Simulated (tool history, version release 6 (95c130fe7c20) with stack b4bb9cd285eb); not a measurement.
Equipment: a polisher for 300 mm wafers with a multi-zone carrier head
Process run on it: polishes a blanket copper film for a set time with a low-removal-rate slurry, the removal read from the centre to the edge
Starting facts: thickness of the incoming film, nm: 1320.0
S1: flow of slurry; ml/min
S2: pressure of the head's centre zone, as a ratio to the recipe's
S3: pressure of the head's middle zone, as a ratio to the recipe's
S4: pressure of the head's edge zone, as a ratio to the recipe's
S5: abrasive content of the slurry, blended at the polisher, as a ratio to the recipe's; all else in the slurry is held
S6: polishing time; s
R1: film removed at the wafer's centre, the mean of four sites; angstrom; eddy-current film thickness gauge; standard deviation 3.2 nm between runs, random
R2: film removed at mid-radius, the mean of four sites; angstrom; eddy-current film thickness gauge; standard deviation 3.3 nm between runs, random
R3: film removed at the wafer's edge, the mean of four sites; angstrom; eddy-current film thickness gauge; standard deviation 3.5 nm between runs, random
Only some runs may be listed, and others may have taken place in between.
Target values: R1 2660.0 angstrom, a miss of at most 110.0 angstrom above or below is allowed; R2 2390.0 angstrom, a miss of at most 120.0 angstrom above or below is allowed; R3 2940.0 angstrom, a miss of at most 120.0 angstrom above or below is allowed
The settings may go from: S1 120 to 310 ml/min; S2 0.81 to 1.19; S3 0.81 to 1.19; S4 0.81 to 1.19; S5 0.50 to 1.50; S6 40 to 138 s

{"run": 1, "hour": 0.0, "S1": 200, "S2": 1.0, "S3": 1.0, "S4": 1.0, "S5": 1.0, "S6": 88, "R1": 2281.0, "R2": 2365.3, "R3": 2326.0}
{"run": 2, "hour": 2.4, "S1": 200, "S2": 1.05, "S3": 1.0, "S4": 1.0, "S5": 1.0, "S6": 88, "R1": 2379.8, "R2": 2296.2, "R3": 2337.6}
{"run": 3, "hour": 9.2, "S1": 200, "S2": 1.05, "S3": 1.0, "S4": 1.05, "S5": 1.0, "S6": 88, "R1": 2354.4, "R2": 2342.8, "R3": 2431.0}
{"run": 4, "hour": 13.5, "S1": 200, "S2": 1.05, "S3": 1.0, "S4": 1.05, "S5": 1.0, "S6": 97, "R1": 2662.5, "R2": 2567.1, "R3": 2645.5}
{"run": 5, "hour": 21.8, "S1": 200, "S2": 1.05, "S3": 0.99, "S4": 1.07, "S5": 1.0, "S6": 97, "R1": 2612.5, "R2": 2508.0, "R3": 2650.7}
{"run": 6, "hour": 27.0, "S1": 200, "S2": 1.05, "S3": 0.98, "S4": 1.08, "S5": 1.0, "S6": 97, "R1": 2611.3, "R2": 2476.5, "R3": 2669.1}
{"run": 7, "hour": 34.6, "S1": 200, "S2": 1.05, "S3": 0.97, "S4": 1.09, "S5": 1.0, "S6": 97, "R1": 2540.8, "R2": 2451.9, "R3": 2719.0}
{"run": 8, "hour": 43.0, "S1": 200, "S2": 1.06, "S3": 0.96, "S4": 1.1, "S5": 1.0, "S6": 97, "R1": 2616.6, "R2": 2474.6, "R3": 2636.7}

4 candidate next runs follow, results not yet known. Just one meets every target within its allowed miss. Identify it.
{"run": "A", "hour": 51.4, "S1": 220, "S2": 1.07, "S3": 0.84, "S4": 1.09, "S5": 1.4, "S6": 97, "R1": "?", "R2": "?", "R3": "?"}
{"run": "B", "hour": 51.4, "S1": 140, "S2": 1.19, "S3": 0.81, "S4": 1.05, "S5": 0.85, "S6": 105, "R1": "?", "R2": "?", "R3": "?"}
{"run": "C", "hour": 51.4, "S1": 170, "S2": 1.12, "S3": 0.84, "S4": 1.12, "S5": 1.0, "S6": 95, "R1": "?", "R2": "?", "R3": "?"}
{"run": "D", "hour": 51.4, "S1": 140, "S2": 1.05, "S3": 0.85, "S4": 1.19, "S5": 0.75, "S6": 114, "R1": "?", "R2": "?", "R3": "?"}

move=A R1=2867.7 R2=2480.2 R3=2835.8
move=B R1=2862.2 R2=2179.9 R3=2579.7
move=C R1=2628.9 R2=2181.2 R3=2557.2
move=D R1=2680.5 R2=2409.4 R3=2918.6
A: meets the target for the result that was furthest off, but another lies outside its allowed miss
B: lands further from the targets than the last run did
C: lands further from the targets than the last run did
D: each result inside its tolerance
Answer: D

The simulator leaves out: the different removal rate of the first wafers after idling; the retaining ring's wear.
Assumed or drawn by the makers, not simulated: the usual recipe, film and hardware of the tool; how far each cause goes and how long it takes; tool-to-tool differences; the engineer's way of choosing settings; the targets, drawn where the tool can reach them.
